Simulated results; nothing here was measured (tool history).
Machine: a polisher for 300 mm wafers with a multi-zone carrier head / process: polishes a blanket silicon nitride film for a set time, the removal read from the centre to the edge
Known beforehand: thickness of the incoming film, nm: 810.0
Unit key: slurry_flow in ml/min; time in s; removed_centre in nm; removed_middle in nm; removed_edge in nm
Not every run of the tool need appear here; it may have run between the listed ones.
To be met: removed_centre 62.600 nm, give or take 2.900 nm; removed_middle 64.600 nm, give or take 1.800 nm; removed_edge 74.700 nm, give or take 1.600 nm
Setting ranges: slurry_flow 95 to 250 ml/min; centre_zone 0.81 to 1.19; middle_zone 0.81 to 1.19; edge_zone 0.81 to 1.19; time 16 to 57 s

run 1 hour=0.0 | slurry_flow=160 centre_zone=1.00 middle_zone=1.00 edge_zone=1.00 time=36 | removed_centre=80.931 removed_middle=85.720 removed_edge=84.887
run 2 hour=0.6 | slurry_flow=150 centre_zone=0.98 middle_zone=0.97 edge_zone=0.99 time=36 | removed_centre=77.481 removed_middle=83.231 removed_edge=83.838
run 3 hour=3.5 | slurry_flow=145 centre_zone=0.97 middle_zone=0.94 edge_zone=0.99 time=35 | removed_centre=73.137 removed_middle=77.956 removed_edge=81.125
run 4 hour=8.7 | slurry_flow=145 centre_zone=0.97 middle_zone=0.90 edge_zone=0.99 time=35 | removed_centre=75.169 removed_middle=75.052 removed_edge=80.596
run 5 hour=17.4 | slurry_flow=175 centre_zone=0.97 middle_zone=0.90 edge_zone=0.99 time=35 | removed_centre=77.366 removed_middle=77.803 removed_edge=83.048
run 6 hour=23.4 | slurry_flow=165 centre_zone=0.96 middle_zone=0.89 edge_zone=0.99 time=35 | removed_centre=77.340 removed_middle=75.342 removed_edge=82.251
run 7 hour=31.8 | slurry_flow=155 centre_zone=0.94 middle_zone=0.88 edge_zone=0.98 time=35 | removed_centre=75.564 removed_middle=73.946 removed_edge=80.870
run 8 hour=39.7 | slurry_flow=145 centre_zone=0.92 middle_zone=0.88 edge_zone=0.99 time=35 | removed_centre=71.544 removed_middle=73.798 removed_edge=81.080
run 9 hour=42.3 | slurry_flow=140 centre_zone=0.91 middle_zone=0.87 edge_zone=0.98 time=35 | removed_centre=69.681 removed_middle=71.722 removed_edge=80.472
run 10 hour=47.2 | slurry_flow=105 centre_zone=0.87 middle_zone=0.83 edge_zone=0.89 time=34 | removed_centre=58.100 removed_middle=63.424 removed_edge=70.337
run 11 hour=53.4 | slurry_flow=140 centre_zone=0.89 middle_zone=0.81 edge_zone=0.96 time=34 | removed_centre=66.191 removed_middle=66.439 removed_edge=77.241

Of the 4 settings listed for the next run, only one would bring every result within its allowed miss of target. Which one?
run A hour=59.6 | slurry_flow=130 centre_zone=0.89 middle_zone=0.83 edge_zone=0.99 time=33 | removed_centre=? removed_middle=? removed_edge=?
run B hour=59.6 | slurry_flow=155 centre_zone=0.89 middle_zone=0.92 edge_zone=0.95 time=32 | removed_centre=? removed_middle=? removed_edge=?
run C hour=59.6 | slurry_flow=130 centre_zone=0.96 middle_zone=0.81 edge_zone=0.90 time=34 | removed_centre=? removed_middle=? removed_edge=?
run D hour=59.6 | slurry_flow=95 centre_zone=0.88 middle_zone=0.81 edge_zone=0.99 time=37 | removed_centre=? removed_middle=? removed_edge=?

move=A removed_centre=63.618 removed_middle=64.644 removed_edge=75.546
move=B removed_centre=64.516 removed_middle=70.718 removed_edge=73.945
move=C removed_centre=70.736 removed_middle=65.330 removed_edge=74.855
move=D removed_centre=63.374 removed_middle=64.798 removed_edge=79.516
A: all results in spec
B: the worst result of the last run now meets its target, but another is out of spec
C: the worst result of the last run now meets its target, but another is out of spec
D: misses by more than the last run did
A is the move that brings every result within its allowed miss.
